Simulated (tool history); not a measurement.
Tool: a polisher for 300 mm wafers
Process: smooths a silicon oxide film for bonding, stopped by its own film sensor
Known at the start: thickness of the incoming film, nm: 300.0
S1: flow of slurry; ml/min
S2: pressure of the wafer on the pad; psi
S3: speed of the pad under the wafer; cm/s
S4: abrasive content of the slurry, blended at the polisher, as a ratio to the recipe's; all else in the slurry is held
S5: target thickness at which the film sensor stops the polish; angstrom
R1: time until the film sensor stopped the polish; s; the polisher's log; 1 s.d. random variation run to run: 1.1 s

run  hour   S1   S2   S3  S4    S5      R1
  1     0  260  1.9  104   1  2560   56.34
  2   5.5  305  1.9  104   1  2560  55.412
  3  11.1  305  1.8  104   1  2560  57.591
  4  12.2  305  1.8  104   1  2560  57.972
  5  20.8  305  1.8  104   1  2560   57.31
  6    29  305  1.8  104   1  2530  61.249
  7  36.3  305  1.7  104   1  2530  64.201

For run 8, what comes out?
  8  41.6  305  1.6  104   1  2530   ?

{"run 8": {"R1": 66.373}}

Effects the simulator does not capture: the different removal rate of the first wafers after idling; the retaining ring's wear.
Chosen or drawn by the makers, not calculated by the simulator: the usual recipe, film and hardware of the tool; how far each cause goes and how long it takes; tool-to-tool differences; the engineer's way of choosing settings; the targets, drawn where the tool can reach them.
